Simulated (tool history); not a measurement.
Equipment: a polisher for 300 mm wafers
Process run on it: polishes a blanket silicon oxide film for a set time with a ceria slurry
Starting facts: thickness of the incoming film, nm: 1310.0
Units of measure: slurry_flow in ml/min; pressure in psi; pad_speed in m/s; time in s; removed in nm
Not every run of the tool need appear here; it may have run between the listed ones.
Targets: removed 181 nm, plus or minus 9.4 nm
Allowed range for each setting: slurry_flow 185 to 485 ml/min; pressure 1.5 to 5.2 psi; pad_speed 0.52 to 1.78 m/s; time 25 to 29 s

| run | hour | slurry_flow | pressure | pad_speed | time | removed |
|---|---|---|---|---|---|---|
| 1 | 0 | 310 | 3.3 | 1.14 | 29 | 121.69 |
| 2 | 7.7 | 310 | 2.8 | 1.14 | 29 | 105.9 |
| 3 | 13.2 | 390 | 2.8 | 1.14 | 29 | 107.77 |
| 4 | 18.3 | 390 | 2 | 1.14 | 29 | 74.777 |
| 5 | 23.4 | 390 | 2.5 | 1.16 | 29 | 96.932 |
| 6 | 24.3 | 390 | 2.9 | 1.16 | 29 | 115.51 |
| 7 | 26.3 | 395 | 3.1 | 1.16 | 29 | 118.09 |
| 8 | 34.3 | 395 | 3.1 | 1.16 | 29 | 117.19 |

Below are 4 possible settings for the next run. Only one of them brings all results inside the allowed miss of their targets. Which is it?
| A | 42.3 | 405 | 4.2 | 1.46 | 29 | ? |
| B | 42.3 | 485 | 4.3 | 1.28 | 29 | ? |
| C | 42.3 | 445 | 2.6 | 1.5 | 29 | ? |
| D | 42.3 | 435 | 4 | 1.66 | 29 | ? |

| move | removed |
|---|---|
| A | 191.81 |
| B | 177.35 |
| C | 124.1 |
| D | 205.55 |
A: pushes the last run's worst result past its target
B: hits every target within its allowed miss
C: moves toward the targets from the last run without getting all of them in spec
D: pushes the last run's worst result past its target
B is the move that brings every result within its allowed miss.
